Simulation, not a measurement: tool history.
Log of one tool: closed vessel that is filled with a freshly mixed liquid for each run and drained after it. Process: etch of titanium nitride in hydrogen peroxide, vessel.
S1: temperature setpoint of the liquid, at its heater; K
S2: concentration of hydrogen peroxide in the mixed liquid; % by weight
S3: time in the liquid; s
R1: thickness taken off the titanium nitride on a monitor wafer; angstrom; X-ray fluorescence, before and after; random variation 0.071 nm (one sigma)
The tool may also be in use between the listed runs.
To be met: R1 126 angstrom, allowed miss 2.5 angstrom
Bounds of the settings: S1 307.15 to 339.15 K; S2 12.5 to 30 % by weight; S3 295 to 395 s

run 1 hour=0 | S1=323.15 S2=24.5 S3=395 | R1=164.35
run 2 hour=7.5 | S1=323.15 S2=24.5 S3=395 | R1=164.18
run 3 hour=9.2 | S1=323.15 S2=24.5 S3=395 | R1=165
run 4 hour=16.3 | S1=328.15 S2=24.5 S3=395 | R1=233.27
run 5 hour=24 | S1=328.15 S2=30 S3=395 | R1=243.8
run 6 hour=29.1 | S1=323.15 S2=30 S3=395 | R1=170.65
run 7 hour=32 | S1=322.15 S2=30 S3=395 | R1=160.71
run 8 hour=40.3 | S1=318.15 S2=30 S3=395 | R1=119.3
run 9 hour=41.8 | S1=318.15 S2=30 S3=395 | R1=119.27
run 10 hour=48 | S1=318.65 S2=30 S3=395 | R1=123.1

4 next moves are on the table. One of them brings every result within its allowed miss. Which?
run A hour=54.2 | S1=319.15 S2=27.5 S3=395 | R1=?
run B hour=54.2 | S1=318.65 S2=30 S3=390 | R1=?
run C hour=54.2 | S1=318.65 S2=30 S3=385 | R1=?
run D hour=54.2 | S1=318.15 S2=30 S3=395 | R1=?

move=A R1=125.14
move=B R1=121.35
move=C R1=119.8
move=D R1=118.42
A: meets every target
B: further off than the last run
C: further off than the last run
D: further off than the last run
Move A is the one to make.
